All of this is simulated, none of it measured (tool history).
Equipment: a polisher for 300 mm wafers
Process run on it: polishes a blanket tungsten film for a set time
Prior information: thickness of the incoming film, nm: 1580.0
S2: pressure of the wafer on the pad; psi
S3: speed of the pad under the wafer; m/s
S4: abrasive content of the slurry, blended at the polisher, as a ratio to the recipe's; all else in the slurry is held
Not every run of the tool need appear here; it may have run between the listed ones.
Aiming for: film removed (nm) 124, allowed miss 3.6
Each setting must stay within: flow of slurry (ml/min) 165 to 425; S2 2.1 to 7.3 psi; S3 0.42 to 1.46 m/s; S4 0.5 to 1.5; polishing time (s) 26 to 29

{"run": 1, "day": 0.0, "flow of slurry (ml/min)": 275, "S2": 4.7, "S3": 0.94, "S4": 1, "polishing time (s)": 29, "film removed (nm)": 162.26}
{"run": 2, "day": 0.138, "flow of slurry (ml/min)": 275, "S2": 4.6, "S3": 0.94, "S4": 1, "polishing time (s)": 29, "film removed (nm)": 156.96}
{"run": 3, "day": 0.225, "flow of slurry (ml/min)": 275, "S2": 4.5, "S3": 0.94, "S4": 1, "polishing time (s)": 29, "film removed (nm)": 153.9}
{"run": 4, "day": 0.425, "flow of slurry (ml/min)": 275, "S2": 4.5, "S3": 0.94, "S4": 1, "polishing time (s)": 26, "film removed (nm)": 139.52}
{"run": 5, "day": 0.471, "flow of slurry (ml/min)": 250, "S2": 4.5, "S3": 0.94, "S4": 1, "polishing time (s)": 26, "film removed (nm)": 137.42}
{"run": 6, "day": 0.5, "flow of slurry (ml/min)": 245, "S2": 4.5, "S3": 0.94, "S4": 1, "polishing time (s)": 26, "film removed (nm)": 136.72}
{"run": 7, "day": 0.679, "flow of slurry (ml/min)": 240, "S2": 4.5, "S3": 0.94, "S4": 1, "polishing time (s)": 26, "film removed (nm)": 137.02}
{"run": 8, "day": 0.817, "flow of slurry (ml/min)": 235, "S2": 4.5, "S3": 0.94, "S4": 1, "polishing time (s)": 26, "film removed (nm)": 136.37}

Which single option among these 4 for the next run brings every result within its allowed miss of target? Just one does.
{"run": "A", "day": 0.954, "flow of slurry (ml/min)": 260, "S2": 4.1, "S3": 0.86, "S4": 0.85, "polishing time (s)": 26, "film removed (nm)": "?"}
{"run": "B", "day": 0.954, "flow of slurry (ml/min)": 275, "S2": 4.4, "S3": 0.82, "S4": 0.9, "polishing time (s)": 26, "film removed (nm)": "?"}
{"run": "C", "day": 0.954, "flow of slurry (ml/min)": 230, "S2": 3.8, "S3": 0.98, "S4": 1.05, "polishing time (s)": 26, "film removed (nm)": "?"}
{"run": "D", "day": 0.954, "flow of slurry (ml/min)": 245, "S2": 4.6, "S3": 0.82, "S4": 1.15, "polishing time (s)": 27, "film removed (nm)": "?"}

move=A film_removed_(nm)=113.36
move=B film_removed_(nm)=117.53
move=C film_removed_(nm)=124.39
move=D film_removed_(nm)=133.1
A: carries the result that was furthest off beyond its target, to the other side
B: carries the result that was furthest off beyond its target, to the other side
C: each result inside its tolerance
D: closer than the last run, but not yet in spec
Go with C: it meets all targets.

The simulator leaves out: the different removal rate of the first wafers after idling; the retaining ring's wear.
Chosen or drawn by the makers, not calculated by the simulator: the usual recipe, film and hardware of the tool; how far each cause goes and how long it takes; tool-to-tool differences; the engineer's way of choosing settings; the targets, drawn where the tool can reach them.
